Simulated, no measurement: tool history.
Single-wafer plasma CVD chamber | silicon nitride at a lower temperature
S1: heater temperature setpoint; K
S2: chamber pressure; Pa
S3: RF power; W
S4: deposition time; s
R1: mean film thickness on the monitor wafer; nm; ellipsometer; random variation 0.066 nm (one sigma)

run 1 hour=0 | S1=633.15 S2=153 S3=245 S4=28.7 | R1=25.72
run 2 hour=1.6 | S1=633.15 S2=164 S3=250 S4=28.7 | R1=26.585
run 3 hour=8.3 | S1=633.15 S2=192 S3=250 S4=28.7 | R1=28.064
run 4 hour=9.5 | S1=633.15 S2=215 S3=250 S4=28.7 | R1=28.983
run 5 hour=11.7 | S1=625.15 S2=215 S3=250 S4=28.7 | R1=29.21
run 6 hour=14.2 | S1=635.15 S2=215 S3=250 S4=28.7 | R1=29.034

Run 7 comes next. What will it give?
run 7 hour=18.9 | S1=635.15 S2=215 S3=255 S4=28.7 | R1=?

R1: 29.237 nm
